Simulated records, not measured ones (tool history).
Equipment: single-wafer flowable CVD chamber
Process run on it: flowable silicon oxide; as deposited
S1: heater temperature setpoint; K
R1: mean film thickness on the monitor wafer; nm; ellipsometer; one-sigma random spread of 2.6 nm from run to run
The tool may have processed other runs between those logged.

{"run": 1, "hour": 0.0, "S1": 378.15, "chamber pressure (Pa)": 115.9, "RF power (kW)": 2.245, "deposition time (s)": 329, "R1": 203.98}
{"run": 2, "hour": 2.4, "S1": 388.15, "chamber pressure (Pa)": 115.9, "RF power (kW)": 2.245, "deposition time (s)": 329, "R1": 151.13}
{"run": 3, "hour": 7.0, "S1": 384.15, "chamber pressure (Pa)": 116.4, "RF power (kW)": 2.245, "deposition time (s)": 329, "R1": 171.53}
{"run": 4, "hour": 12.1, "S1": 384.15, "chamber pressure (Pa)": 116.4, "RF power (kW)": 2.405, "deposition time (s)": 329, "R1": 172.22}
{"run": 5, "hour": 18.1, "S1": 384.15, "chamber pressure (Pa)": 116.4, "RF power (kW)": 2.29, "deposition time (s)": 329, "R1": 170.81}
{"run": 6, "hour": 20.0, "S1": 381.15, "chamber pressure (Pa)": 116.8, "RF power (kW)": 2.29, "deposition time (s)": 329, "R1": 188.14}
{"run": 7, "hour": 22.7, "S1": 378.15, "chamber pressure (Pa)": 117.2, "RF power (kW)": 2.29, "deposition time (s)": 329, "R1": 206.06}
{"run": 8, "hour": 24.4, "S1": 375.15, "chamber pressure (Pa)": 117.9, "RF power (kW)": 2.29, "deposition time (s)": 329, "R1": 230.35}
{"run": 9, "hour": 29.1, "S1": 373.15, "chamber pressure (Pa)": 118, "RF power (kW)": 2.29, "deposition time (s)": 329, "R1": 245.96}
{"run": 10, "hour": 36.3, "S1": 371.15, "chamber pressure (Pa)": 118, "RF power (kW)": 2.29, "deposition time (s)": 329, "R1": 260.59}
{"run": 11, "hour": 41.3, "S1": 369.15, "chamber pressure (Pa)": 118, "RF power (kW)": 2.29, "deposition time (s)": 329, "R1": 277.69}
{"run": 12, "hour": 45.9, "S1": 367.15, "chamber pressure (Pa)": 118, "RF power (kW)": 2.29, "deposition time (s)": 329, "R1": 294.26}
{"run": 13, "hour": 53.3, "S1": 365.15, "chamber pressure (Pa)": 118, "RF power (kW)": 2.29, "deposition time (s)": 329, "R1": 316.04}
{"run": 14, "hour": 62.3, "S1": 364.15, "chamber pressure (Pa)": 118, "RF power (kW)": 2.29, "deposition time (s)": 329, "R1": 326.78}
{"run": 15, "hour": 63.2, "S1": 363.15, "chamber pressure (Pa)": 118, "RF power (kW)": 2.29, "deposition time (s)": 329, "R1": 337.02}
{"run": 16, "hour": 65.8, "S1": 362.15, "chamber pressure (Pa)": 118, "RF power (kW)": 2.29, "deposition time (s)": 329, "R1": 349.02}

Run 17 is up next; what results do you expect?
{"run": 17, "hour": 72.6, "S1": 361.15, "chamber pressure (Pa)": 118, "RF power (kW)": 2.29, "deposition time (s)": 329, "R1": "?"}

For run 17 the tool returned R1 359.1 nm.
